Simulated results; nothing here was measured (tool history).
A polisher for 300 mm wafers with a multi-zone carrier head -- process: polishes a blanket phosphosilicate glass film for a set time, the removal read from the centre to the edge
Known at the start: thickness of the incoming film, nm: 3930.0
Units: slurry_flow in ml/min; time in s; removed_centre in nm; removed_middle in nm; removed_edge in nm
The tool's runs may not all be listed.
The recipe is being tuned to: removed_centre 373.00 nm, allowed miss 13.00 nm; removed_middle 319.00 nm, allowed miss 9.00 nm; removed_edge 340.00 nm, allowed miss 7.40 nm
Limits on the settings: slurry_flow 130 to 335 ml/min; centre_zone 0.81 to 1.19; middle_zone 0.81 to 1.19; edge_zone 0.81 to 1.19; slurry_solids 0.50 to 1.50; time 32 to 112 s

run  hour  slurry_flow  centre_zone  middle_zone  edge_zone  slurry_solids  time  removed_centre  removed_middle  removed_edge
  1   0.0          215         1.00         1.00       1.00           1.00    72          648.37          657.75        654.82
  2   3.0          215         1.00         1.00       1.00           1.00    78          709.78          706.30        709.48
  3   9.6          215         1.00         1.00       1.07           1.00    78          713.20          722.19        733.20
  4  16.9          215         0.95         1.00       1.07           1.00    78          683.56          706.78        732.73
  5  23.0          215         0.95         1.00       1.07           1.00    63          541.02          569.90        598.63
  6  31.3          215         0.91         1.00       1.07           1.00    63          521.12          580.60        591.92
  7  39.6          195         1.01         0.90       0.97           0.75    44          354.77          325.66        352.04
  8  41.4          195         1.03         0.90       0.96           0.75    44          362.62          322.59        348.95

Exercise: of the 4 proposed moves below, exactly one satisfies all targets within the stated allowed misses. Which move is it?
  A  43.2          250         1.06         0.86       0.88           0.85    44               ?               ?             ?
  B  43.2          195         0.97         0.91       0.94           0.85    44               ?               ?             ?
  C  43.2          180         1.15         0.86       0.94           0.85    43               ?               ?             ?
  D  43.2          160         1.10         0.92       0.97           0.70    45               ?               ?             ?

move  removed_centre  removed_middle  removed_edge
   A          404.45          338.55        363.61
   B          358.29          344.78        366.46
   C          410.66          317.90        355.61
   D          373.95          320.68        345.43
A: moves away from the targets compared with the last run
B: moves away from the targets compared with the last run
C: moves away from the targets compared with the last run
D: meets every target
Go with D: it meets all targets.
